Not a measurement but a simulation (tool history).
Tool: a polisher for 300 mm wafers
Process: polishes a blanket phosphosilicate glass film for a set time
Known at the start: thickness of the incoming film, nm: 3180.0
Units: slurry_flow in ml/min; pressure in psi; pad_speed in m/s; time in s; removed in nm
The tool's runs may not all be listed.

| run | day | slurry_flow | pressure | pad_speed | slurry_solids | time | removed |
|---|---|---|---|---|---|---|---|
| 1 | 0.000 | 120 | 3.9 | 0.96 | 1.0 | 47 | 448.74 |
| 2 | 0.071 | 120 | 3.9 | 0.72 | 1.0 | 47 | 352.13 |
| 3 | 0.112 | 115 | 3.8 | 0.72 | 1.0 | 47 | 347.09 |
| 4 | 0.454 | 115 | 3.6 | 0.72 | 1.0 | 47 | 330.14 |
| 5 | 0.604 | 115 | 3.6 | 0.72 | 1.2 | 47 | 366.40 |
| 6 | 0.812 | 115 | 3.4 | 0.72 | 1.2 | 47 | 350.74 |
| 7 | 1.067 | 115 | 3.2 | 0.72 | 1.2 | 47 | 335.39 |

Forecast run 8:
| 8 | 1.404 | 115 | 3.1 | 0.72 | 1.2 | 47 | ? |

Run 8 gave removed 323.77 nm.
